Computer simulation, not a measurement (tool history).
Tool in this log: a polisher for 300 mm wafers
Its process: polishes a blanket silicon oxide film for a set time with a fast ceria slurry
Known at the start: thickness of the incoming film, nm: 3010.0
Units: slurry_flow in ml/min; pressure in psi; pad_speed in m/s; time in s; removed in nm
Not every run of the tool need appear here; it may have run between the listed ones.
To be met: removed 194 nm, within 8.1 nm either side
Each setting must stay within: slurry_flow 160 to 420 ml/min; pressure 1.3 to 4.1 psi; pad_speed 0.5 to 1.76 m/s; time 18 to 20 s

run,hour,slurry_flow,pressure,pad_speed,time,removed
1,0,270,2.7,1.12,20,274.05
2,1,320,2.7,1.12,20,284.52
3,9.3,315,2.5,1.12,20,274.78
4,15.3,300,2.3,1.1,20,251.8
5,23.6,270,2.3,1.1,20,249.93
6,32.5,220,2.3,1.1,20,243.15
7,38.8,220,2.1,1.1,20,228.91
8,46.8,220,2,1.1,20,221.77

Next run, 4 choices. One meets every target within its allowed miss, the rest don't. Which?
A,54.8,275,2.1,0.9,18,?
B,54.8,205,2.2,0.92,18,?
C,54.8,160,2.6,0.94,18,?
D,54.8,240,2.6,0.96,20,?

move,removed
A,180.09
B,182.73
C,198.29
D,236.97
A: carries the result that was furthest off beyond its target, to the other side
B: carries the result that was furthest off beyond its target, to the other side
C: every result lands within tolerance
D: lands further from the targets than the last run did
Move C is the one to make.
